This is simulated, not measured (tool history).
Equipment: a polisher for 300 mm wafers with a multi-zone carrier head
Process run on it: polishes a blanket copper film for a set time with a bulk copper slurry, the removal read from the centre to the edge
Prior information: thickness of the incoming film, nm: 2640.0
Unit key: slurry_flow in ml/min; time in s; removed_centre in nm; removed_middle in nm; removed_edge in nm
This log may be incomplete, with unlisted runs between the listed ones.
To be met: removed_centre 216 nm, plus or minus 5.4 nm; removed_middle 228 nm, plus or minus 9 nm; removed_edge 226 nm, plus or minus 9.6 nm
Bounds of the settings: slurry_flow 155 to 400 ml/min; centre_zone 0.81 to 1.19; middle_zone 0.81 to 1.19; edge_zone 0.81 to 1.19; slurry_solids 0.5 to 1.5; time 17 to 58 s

run	day	slurry_flow	centre_zone	middle_zone	edge_zone	slurry_solids	time	removed_centre	removed_middle	removed_edge
1	0	255	1	1	1	1	37	311.91	307.73	309.66
2	0.188	255	1	1	1	1	45	372.52	369.05	375.89
3	0.488	250	0.98	0.99	0.98	0.9	43	340.22	342.83	344.94
4	0.788	245	0.96	0.97	0.96	0.8	41	309.94	320.36	324.13
5	1.021	245	0.96	0.96	0.95	0.75	39	291.9	285.57	301.17
6	1.358	245	0.95	0.97	0.93	0.7	38	278.14	282.78	290.36
7	1.662	245	0.92	0.93	0.83	0.5	30	199.5	201.14	199.03
8	1.879	255	0.92	0.94	0.85	0.5	30	199.96	207.66	197.55
9	2.062	250	0.92	0.95	0.88	0.55	30	202.08	211.57	207.85
10	2.417	255	0.93	0.96	0.9	0.55	30	206.88	217.82	213.42
11	2.596	260	0.93	0.96	0.91	0.55	30	205.6	212.72	212.03
12	2.838	260	0.93	0.97	0.92	0.55	30	209.15	212.26	212.53
13	3.196	260	0.93	0.98	0.93	0.55	30	207.44	217.68	215.19
14	3.567	260	0.93	0.99	0.94	0.55	30	206.14	217.01	219.28
15	3.875	265	0.93	1	0.94	0.55	30	207.72	220.35	218.07
16	4.025	265	0.93	1.01	0.95	0.55	30	209.97	220.61	213.75
17	4.242	265	0.93	1.01	0.96	0.55	30	207.69	222.39	221.5

Which of these 5 next moves meets every target?
A	4.458	190	0.91	0.86	1.1	0.55	34	?	?	?
B	4.458	195	0.91	0.96	1.07	0.7	32	?	?	?
C	4.458	225	0.92	0.97	1.12	0.5	33	?	?	?
D	4.458	260	0.93	0.99	0.96	0.65	30	?	?	?
E	4.458	175	1	0.92	1.04	0.8	29	?	?	?

move	removed_centre	removed_middle	removed_edge
A	218.6	210.5	252.69
B	216.53	228.1	245.9
C	217.53	227.95	247.85
D	214.43	225.61	222.38
E	216.5	200.63	222.35
A: meets the target for the result that was furthest off, but another lies outside its allowed miss
B: meets the target for the result that was furthest off, but another lies outside its allowed miss
C: meets the target for the result that was furthest off, but another lies outside its allowed miss
D: each result inside its tolerance
E: meets the target for the result that was furthest off, but another lies outside its allowed miss
So the answer is move D, the one that meets all the targets.
